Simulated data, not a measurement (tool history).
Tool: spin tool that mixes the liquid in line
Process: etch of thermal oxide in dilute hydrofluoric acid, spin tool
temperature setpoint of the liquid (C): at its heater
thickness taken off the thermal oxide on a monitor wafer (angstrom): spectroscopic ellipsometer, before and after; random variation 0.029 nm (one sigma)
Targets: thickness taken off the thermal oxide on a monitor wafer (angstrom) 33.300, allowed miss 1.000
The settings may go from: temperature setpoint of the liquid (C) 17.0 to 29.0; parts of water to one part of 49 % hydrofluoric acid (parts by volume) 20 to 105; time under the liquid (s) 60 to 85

run    day  temperature setpoint of the liquid (C)  parts of water to one part of 49 % hydrofluoric acid (parts by volume)  time under the liquid (s)  thickness taken off the thermal oxide on a monitor wafer (angstrom)
  1  0.000                                    21.0                                                                      55                         85                                                               66.688
  2  0.238                                    20.0                                                                      65                         85                                                               53.233
  3  0.571                                    19.0                                                                      70                         85                                                               47.017
  4  0.654                                    22.0                                                                      70                         85                                                               53.620
  5  0.992                                    22.0                                                                      60                         85                                                               63.424
  6  1.038                                    20.5                                                                      70                         85                                                               50.300
  7  1.342                                    19.5                                                                      75                         85                                                               44.766
  8  1.446                                    19.0                                                                      80                         85                                                               40.318
  9  1.721                                    18.5                                                                      80                         85                                                               40.026
 10  1.767                                    18.0                                                                      85                         85                                                               36.368
 11  1.825                                    17.5                                                                      85                         85                                                               35.983
 12  1.958                                    17.0                                                                      85                         85                                                               35.065

4 next moves are on the table. One of them brings every result within its allowed miss. Which?
  A  2.092                                    18.5                                                                      95                         80                                                                    ?
  B  2.092                                    17.0                                                                      85                         75                                                                    ?
  C  2.092                                    17.5                                                                      80                         80                                                                    ?
  D  2.092                                    17.0                                                                      75                         70                                                                    ?

move  thickness taken off the thermal oxide on a monitor wafer (angstrom)
   A                                                               31.373
   B                                                               31.191
   C                                                               36.304
   D                                                               33.349
A: takes the result that was furthest off past its target
B: takes the result that was furthest off past its target
C: further off than the last run
D: meets every target
Answer: D
